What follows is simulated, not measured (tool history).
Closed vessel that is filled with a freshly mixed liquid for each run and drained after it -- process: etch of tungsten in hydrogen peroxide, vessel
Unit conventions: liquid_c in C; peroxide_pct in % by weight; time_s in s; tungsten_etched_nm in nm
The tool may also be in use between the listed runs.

{"run": 1, "day": 0.0, "liquid_c": 54, "peroxide_pct": 25.5, "time_s": 30, "tungsten_etched_nm": 32.781}
{"run": 2, "day": 0.071, "liquid_c": 54, "peroxide_pct": 21.5, "time_s": 30, "tungsten_etched_nm": 29.888}
{"run": 3, "day": 0.371, "liquid_c": 56.5, "peroxide_pct": 21.5, "time_s": 30, "tungsten_etched_nm": 35.135}
{"run": 4, "day": 0.679, "liquid_c": 56.5, "peroxide_pct": 21.5, "time_s": 30, "tungsten_etched_nm": 35.03}
{"run": 5, "day": 0.742, "liquid_c": 58, "peroxide_pct": 21.5, "time_s": 30, "tungsten_etched_nm": 37.98}
{"run": 6, "day": 1.1, "liquid_c": 58, "peroxide_pct": 17.5, "time_s": 30, "tungsten_etched_nm": 34.452}

Run 7 comes next. What will it give?
{"run": 7, "day": 1.425, "liquid_c": 59.5, "peroxide_pct": 17.5, "time_s": 30, "tungsten_etched_nm": "?"}

{"run 7": {"tungsten_etched_nm": 37.406}}
